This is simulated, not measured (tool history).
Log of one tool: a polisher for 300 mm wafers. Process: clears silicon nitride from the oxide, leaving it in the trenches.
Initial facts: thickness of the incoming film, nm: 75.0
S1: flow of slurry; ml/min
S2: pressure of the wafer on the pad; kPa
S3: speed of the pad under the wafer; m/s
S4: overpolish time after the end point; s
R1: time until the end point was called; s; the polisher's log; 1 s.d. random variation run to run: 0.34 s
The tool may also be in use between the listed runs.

| run | hour | S1 | S2 | S3 | S4 | R1 |
|---|---|---|---|---|---|---|
| 1 | 0.0 | 235 | 15.9 | 1.30 | 7 | 71.191 |
| 2 | 3.8 | 235 | 17.2 | 1.30 | 7 | 65.329 |
| 3 | 5.8 | 235 | 15.9 | 1.30 | 7 | 69.196 |
| 4 | 9.9 | 235 | 15.9 | 1.30 | 5 | 70.078 |
| 5 | 17.7 | 235 | 15.9 | 1.06 | 5 | 81.626 |
| 6 | 23.2 | 240 | 17.9 | 1.10 | 5 | 71.686 |
| 7 | 28.0 | 240 | 19.3 | 1.14 | 5 | 64.471 |
| 8 | 35.4 | 240 | 20.7 | 1.18 | 5 | 59.153 |

Predict the results of run 9:
| 9 | 43.5 | 245 | 21.4 | 1.22 | 5 | ? |

{"run 9": {"R1": 56.247}}
